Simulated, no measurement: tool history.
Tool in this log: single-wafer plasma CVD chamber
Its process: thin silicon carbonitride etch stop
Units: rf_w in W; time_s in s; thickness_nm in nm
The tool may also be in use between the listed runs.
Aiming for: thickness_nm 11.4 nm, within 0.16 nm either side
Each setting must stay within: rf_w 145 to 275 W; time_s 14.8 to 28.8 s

run,hour,rf_w,time_s,thickness_nm
1,0,210,21.8,11.963
2,0.5,210,23.8,13.082
3,8.8,200,23.8,12.823
4,17,195,23.7,12.676
5,24.2,195,21.8,11.633
6,26.6,210,21.8,11.932
7,33.9,205,21.8,11.875
8,41.4,180,21.5,11.189

Exercise: of the 4 proposed moves below, exactly one satisfies all targets within the stated allowed misses. Which move is it?
A,48.9,205,21,?
B,48.9,175,20.9,?
C,48.9,190,20.6,?
D,48.9,170,21.2,?

move,thickness_nm
A,11.425
B,10.762
C,10.917
D,10.806
A: every result lands within tolerance
B: lands further from the targets than the last run did
C: lands further from the targets than the last run did
D: lands further from the targets than the last run did
A meets every target.

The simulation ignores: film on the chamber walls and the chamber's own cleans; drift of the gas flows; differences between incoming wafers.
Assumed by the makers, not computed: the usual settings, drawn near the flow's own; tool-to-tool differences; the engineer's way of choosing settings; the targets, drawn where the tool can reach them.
